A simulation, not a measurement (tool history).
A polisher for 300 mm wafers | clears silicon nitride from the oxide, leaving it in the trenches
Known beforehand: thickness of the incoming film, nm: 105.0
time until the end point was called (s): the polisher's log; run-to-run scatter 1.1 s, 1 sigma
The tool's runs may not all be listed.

run    day  flow of slurry (ml/min)  pressure of the wafer on the pad (kPa)  speed of the pad under the wafer (m/s)  overpolish time after the end point (s)  time until the end point was called (s)
  1      0                      195                                    13.1                                     1.1                                        6                                   161.96
  2    0.2                      195                                    13.1                                     1.1                                        4                                   162.38
  3  0.308                      195                                    13.1                                     1.1                                        6                                   162.12
  4    0.4                      195                                      11                                     1.1                                        6                                   186.35
  5  0.529                      195                                    11.7                                     1.1                                        6                                   178.43
  6  0.771                      195                                    12.4                                     1.1                                        6                                   168.65

What will run 7 give?
  7  0.892                      195                                    13.1                                     1.1                                        6                                        ?

Logged for run 7: time until the end point was called (s) 163.21.
